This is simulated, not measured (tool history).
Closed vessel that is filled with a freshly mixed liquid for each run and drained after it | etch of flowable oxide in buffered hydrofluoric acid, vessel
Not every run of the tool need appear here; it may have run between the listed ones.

run	hour	temperature setpoint of the liquid (°C)	parts of 40 % ammonium fluoride to one part of 49 % hydrofluoric acid (parts by volume)	time in the liquid (s)	thickness taken off the flowable oxide on a monitor wafer (nm)
1	0	22	9	90	377.12
2	6.2	22	11.5	90	308.02
3	7.7	24.5	10	90	392
4	10.2	26	8.5	90	503.67
5	17	26	8.5	100	559.18
6	19.4	22.5	8.5	100	460.45
7	20.7	25	8.5	100	529.87
8	23.1	26.5	8.5	100	576.06
9	28	27.5	8.5	100	606.44

Run 10, settings as shown, results not yet in. Your forecast:
10	31.2	27.5	8.5	100	?

{"run 10": {"thickness taken off the flowable oxide on a monitor wafer (nm)": 603.69}}
